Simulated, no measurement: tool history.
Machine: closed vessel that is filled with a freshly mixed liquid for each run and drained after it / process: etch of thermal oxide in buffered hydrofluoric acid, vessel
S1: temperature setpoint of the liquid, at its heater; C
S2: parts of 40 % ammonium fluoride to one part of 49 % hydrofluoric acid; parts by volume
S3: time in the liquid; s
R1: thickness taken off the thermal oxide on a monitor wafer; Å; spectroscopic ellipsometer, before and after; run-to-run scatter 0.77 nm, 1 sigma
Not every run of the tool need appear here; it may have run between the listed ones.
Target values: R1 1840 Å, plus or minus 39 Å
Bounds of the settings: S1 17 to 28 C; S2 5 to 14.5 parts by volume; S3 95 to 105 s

run	hour	S1	S2	S3	R1
1	0	20	9	95	943.45
2	4	22.5	8	95	1232.8
3	9.2	22.5	8	95	1223.7
4	18.2	22.5	8	105	1357.5
5	22.9	24.5	8	105	1521
6	31	24.5	8	105	1510.1
7	39.7	25.5	8	105	1603.3
8	48.4	26.5	8	105	1686.1

Which single option among these 5 for the next run brings every result within its allowed miss of target? Just one does.
A	57.1	27	7.5	105	?
B	57.1	25.5	6.5	105	?
C	57.1	27.5	7.5	105	?
D	57.1	26.5	7	105	?
E	57.1	28	7.5	105	?

move	R1
A	1843.5
B	1954
C	1893.3
D	1933.5
E	1944.3
A: each result inside its tolerance
B: carries the result that was furthest off beyond its target, to the other side
C: carries the result that was furthest off beyond its target, to the other side
D: carries the result that was furthest off beyond its target, to the other side
E: carries the result that was furthest off beyond its target, to the other side
A meets every target.
